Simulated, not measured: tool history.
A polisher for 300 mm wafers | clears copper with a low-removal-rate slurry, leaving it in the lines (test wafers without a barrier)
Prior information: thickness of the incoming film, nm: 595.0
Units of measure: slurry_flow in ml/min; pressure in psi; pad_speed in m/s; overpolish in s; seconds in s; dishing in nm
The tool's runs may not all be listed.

run,day,slurry_flow,pressure,pad_speed,slurry_solids,overpolish,seconds,dishing
1,0.000,205,3.3,1.14,1.0,9,148.68,23.134
2,0.338,205,3.2,1.14,1.0,8,155.16,21.086
3,0.671,205,3.2,1.14,1.1,8,153.11,21.100
4,0.721,205,3.2,1.14,1.1,11,151.26,28.193
5,1.096,205,3.2,1.14,1.1,10,149.12,25.071
6,1.300,205,3.2,1.28,1.1,10,134.85,28.769
7,1.588,205,3.1,1.28,1.1,9,142.23,24.237
8,1.862,205,3.0,1.28,1.1,9,143.06,23.446
9,2.125,205,2.9,1.28,1.1,9,147.10,22.716

Run 10 is up next; what results do you expect?
10,2.433,205,2.8,1.28,1.1,9,?,?

Run 10 gave seconds 152.04 s, dishing 22.768 nm.
